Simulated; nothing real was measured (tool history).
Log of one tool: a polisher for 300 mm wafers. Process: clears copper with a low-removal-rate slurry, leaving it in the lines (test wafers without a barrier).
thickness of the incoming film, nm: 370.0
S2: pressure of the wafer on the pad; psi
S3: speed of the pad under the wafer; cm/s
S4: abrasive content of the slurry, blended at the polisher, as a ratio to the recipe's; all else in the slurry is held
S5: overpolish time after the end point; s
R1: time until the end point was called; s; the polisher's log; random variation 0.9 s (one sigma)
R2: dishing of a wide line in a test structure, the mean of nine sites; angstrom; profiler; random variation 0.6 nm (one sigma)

Run 1, hour 0.0: flow of slurry (ml/min) 165, S2 2.1 psi, S3 118 cm/s, S4 1.0, S5 14 s. Result: R1 125.68 s, R2 281.88 angstrom.
Run 2, hour 8.9: flow of slurry (ml/min) 165, S2 2.1 psi, S3 118 cm/s, S4 1.0, S5 18 s. Result: R1 125.83 s, R2 343.55 angstrom.
Run 3, hour 12.7: flow of slurry (ml/min) 170, S2 2.1 psi, S3 118 cm/s, S4 1.0, S5 18 s. Result: R1 124.74 s, R2 342.68 angstrom.
Run 4, hour 19.0: flow of slurry (ml/min) 130, S2 2.1 psi, S3 118 cm/s, S4 1.0, S5 18 s. Result: R1 131.20 s, R2 338.48 angstrom.
Run 5, hour 23.9: flow of slurry (ml/min) 140, S2 2.1 psi, S3 118 cm/s, S4 1.0, S5 18 s. Result: R1 128.79 s, R2 335.57 angstrom.
Run 6, hour 28.5: flow of slurry (ml/min) 160, S2 2.1 psi, S3 118 cm/s, S4 1.0, S5 18 s. Result: R1 127.12 s, R2 330.49 angstrom.
Run 7, hour 31.8: flow of slurry (ml/min) 165, S2 2.1 psi, S3 118 cm/s, S4 1.0, S5 18 s. Result: R1 124.53 s, R2 355.27 angstrom.

Forecast run 8:
Run 8, hour 39.6: flow of slurry (ml/min) 215, S2 2.2 psi, S3 118 cm/s, S4 1.0, S5 16 s. Result: R1 ?, R2 ?.

R1: 117.56 s
R2: 331.80 angstrom

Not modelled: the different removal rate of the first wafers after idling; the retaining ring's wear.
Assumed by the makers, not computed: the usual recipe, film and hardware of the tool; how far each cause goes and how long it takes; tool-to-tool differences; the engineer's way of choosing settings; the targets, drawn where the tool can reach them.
